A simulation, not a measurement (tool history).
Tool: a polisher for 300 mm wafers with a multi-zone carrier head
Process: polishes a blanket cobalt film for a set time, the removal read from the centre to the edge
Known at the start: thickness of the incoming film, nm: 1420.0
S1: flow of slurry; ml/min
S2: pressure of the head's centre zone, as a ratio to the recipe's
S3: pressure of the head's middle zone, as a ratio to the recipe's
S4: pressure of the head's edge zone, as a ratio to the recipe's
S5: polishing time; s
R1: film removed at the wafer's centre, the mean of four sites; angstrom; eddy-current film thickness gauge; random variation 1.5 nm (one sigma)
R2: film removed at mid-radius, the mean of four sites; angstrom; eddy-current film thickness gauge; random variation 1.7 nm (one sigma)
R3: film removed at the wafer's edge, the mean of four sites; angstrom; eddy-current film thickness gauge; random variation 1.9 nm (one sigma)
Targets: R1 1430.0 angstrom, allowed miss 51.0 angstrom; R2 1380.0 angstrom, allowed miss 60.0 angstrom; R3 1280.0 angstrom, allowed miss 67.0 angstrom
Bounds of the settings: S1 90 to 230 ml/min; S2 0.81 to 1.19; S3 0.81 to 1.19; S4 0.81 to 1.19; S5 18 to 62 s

run	day	S1	S2	S3	S4	S5	R1	R2	R3
1	0.000	150	1.00	1.00	1.00	40	1576.8	1582.0	1587.2
2	0.246	150	1.00	1.00	1.00	48	1910.3	1880.9	1942.8
3	0.525	150	1.01	1.00	0.96	44	1714.6	1755.3	1724.9
4	0.871	150	1.04	0.98	0.93	41	1666.2	1580.3	1576.0
5	1.142	145	1.05	0.98	0.90	39	1577.1	1519.2	1503.0
6	1.388	160	1.05	0.98	0.90	39	1634.8	1537.5	1502.5
7	1.692	160	1.05	0.99	0.88	37	1549.3	1461.7	1429.1
# day 1.979: worn pad replaced by a new one
8	1.979	155	1.06	1.00	0.86	36	1585.8	1545.0	1416.7
9	2.150	155	1.06	0.99	0.85	35	1595.3	1464.1	1421.8
10	2.521	155	1.07	1.01	0.88	34	1555.5	1458.7	1362.2
11	2.896	150	1.06	1.01	0.88	33	1468.0	1406.4	1347.1

Which of these 4 next moves meets every target?
A	3.271	140	1.01	1.07	0.91	31	?	?	?
B	3.271	150	1.01	1.06	0.90	31	?	?	?
C	3.271	100	1.13	1.09	0.89	33	?	?	?
D	3.271	170	1.16	1.15	0.82	28	?	?	?

move	R1	R2	R3
A	1307.5	1384.2	1259.9
B	1327.8	1392.1	1267.4
C	1419.8	1378.4	1256.7
D	1415.2	1378.2	1124.7
A: brings the result that was furthest off to its target, and leaves another outside
B: brings the result that was furthest off to its target, and leaves another outside
C: meets every target
D: takes the result that was furthest off past its target
The right move is C.

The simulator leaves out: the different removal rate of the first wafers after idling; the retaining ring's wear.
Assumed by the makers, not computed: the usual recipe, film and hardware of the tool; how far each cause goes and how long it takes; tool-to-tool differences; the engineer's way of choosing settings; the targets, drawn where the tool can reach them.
